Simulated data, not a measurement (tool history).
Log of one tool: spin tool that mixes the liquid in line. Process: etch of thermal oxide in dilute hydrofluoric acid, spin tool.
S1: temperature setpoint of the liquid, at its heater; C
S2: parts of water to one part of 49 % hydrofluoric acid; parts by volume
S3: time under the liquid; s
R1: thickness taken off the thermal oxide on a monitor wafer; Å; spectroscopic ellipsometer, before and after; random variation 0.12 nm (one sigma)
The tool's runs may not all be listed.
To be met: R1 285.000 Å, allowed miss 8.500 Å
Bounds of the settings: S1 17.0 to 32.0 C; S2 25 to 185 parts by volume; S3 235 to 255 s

| run | hour | S1 | S2 | S3 | R1 |
|---|---|---|---|---|---|
| 1 | 0.0 | 24.0 | 105 | 235 | 99.124 |
| 2 | 6.8 | 21.5 | 105 | 235 | 90.151 |
| 3 | 14.4 | 24.0 | 85 | 235 | 127.020 |
| 4 | 21.9 | 26.0 | 75 | 235 | 156.270 |
| 5 | 23.5 | 26.0 | 60 | 235 | 199.590 |
| 6 | 30.6 | 27.5 | 55 | 235 | 233.110 |
| 7 | 34.5 | 28.5 | 55 | 235 | 241.470 |
| 8 | 41.4 | 29.5 | 55 | 235 | 250.590 |
| 9 | 47.3 | 30.0 | 55 | 235 | 258.560 |
| 10 | 55.9 | 30.5 | 55 | 235 | 262.630 |
| 11 | 57.7 | 31.0 | 55 | 235 | 266.590 |
| 12 | 60.6 | 32.0 | 50 | 235 | 310.390 |
| 13 | 67.4 | 31.5 | 50 | 235 | 304.360 |
| 14 | 72.2 | 31.0 | 50 | 235 | 296.930 |

Which of these 4 next moves meets every target?
| A | 77.0 | 31.0 | 55 | 250 | ? |
| B | 77.0 | 31.0 | 55 | 235 | ? |
| C | 77.0 | 31.5 | 50 | 240 | ? |
| D | 77.0 | 32.0 | 55 | 255 | ? |

| move | R1 |
|---|---|
| A | 284.470 |
| B | 267.400 |
| C | 308.700 |
| D | 301.570 |
A: meets every target
B: takes the result that was furthest off past its target
C: further off than the last run
D: further off than the last run
Move A is the one to make.
